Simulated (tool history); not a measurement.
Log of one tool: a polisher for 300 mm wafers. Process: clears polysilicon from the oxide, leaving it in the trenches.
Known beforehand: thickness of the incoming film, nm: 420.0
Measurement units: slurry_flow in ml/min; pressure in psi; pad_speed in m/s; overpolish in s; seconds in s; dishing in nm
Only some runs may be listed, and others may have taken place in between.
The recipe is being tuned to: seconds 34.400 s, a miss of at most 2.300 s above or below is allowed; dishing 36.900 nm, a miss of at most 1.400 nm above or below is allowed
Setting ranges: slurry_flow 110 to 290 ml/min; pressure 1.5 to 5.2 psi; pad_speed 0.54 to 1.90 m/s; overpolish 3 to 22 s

run 1 hour=0.0 | slurry_flow=185 pressure=3.3 pad_speed=1.22 overpolish=11 | seconds=19.106 dishing=42.627
run 2 hour=6.3 | slurry_flow=185 pressure=2.6 pad_speed=1.22 overpolish=11 | seconds=24.226 dishing=42.199
run 3 hour=14.9 | slurry_flow=215 pressure=2.6 pad_speed=1.22 overpolish=11 | seconds=23.866 dishing=42.675
run 4 hour=16.8 | slurry_flow=190 pressure=2.3 pad_speed=1.22 overpolish=9 | seconds=26.476 dishing=41.626
run 5 hour=24.1 | slurry_flow=190 pressure=2.3 pad_speed=1.42 overpolish=9 | seconds=23.413 dishing=41.856
run 6 hour=29.3 | slurry_flow=170 pressure=2.1 pad_speed=1.40 overpolish=7 | seconds=26.572 dishing=40.101
run 7 hour=34.0 | slurry_flow=155 pressure=2.0 pad_speed=1.40 overpolish=6 | seconds=27.599 dishing=36.608
run 8 hour=41.9 | slurry_flow=160 pressure=1.5 pad_speed=1.30 overpolish=8 | seconds=39.249 dishing=36.271

Which single option among these 5 for the next run brings every result within its allowed miss of target? Just one does.
run A hour=49.8 | slurry_flow=170 pressure=1.5 pad_speed=1.22 overpolish=9 | seconds=? dishing=?
run B hour=49.8 | slurry_flow=225 pressure=1.5 pad_speed=1.10 overpolish=9 | seconds=? dishing=?
run C hour=49.8 | slurry_flow=210 pressure=1.5 pad_speed=1.06 overpolish=10 | seconds=? dishing=?
run D hour=49.8 | slurry_flow=110 pressure=2.1 pad_speed=0.86 overpolish=8 | seconds=? dishing=?
run E hour=49.8 | slurry_flow=120 pressure=1.6 pad_speed=1.44 overpolish=7 | seconds=? dishing=?

move=A seconds=41.382 dishing=37.648
move=B seconds=43.547 dishing=37.072
move=C seconds=45.157 dishing=37.844
move=D seconds=41.888 dishing=36.122
move=E seconds=35.636 dishing=36.468
A: lands further from the targets than the last run did
B: lands further from the targets than the last run did
C: lands further from the targets than the last run did
D: lands further from the targets than the last run did
E: meets every target
Answer: E
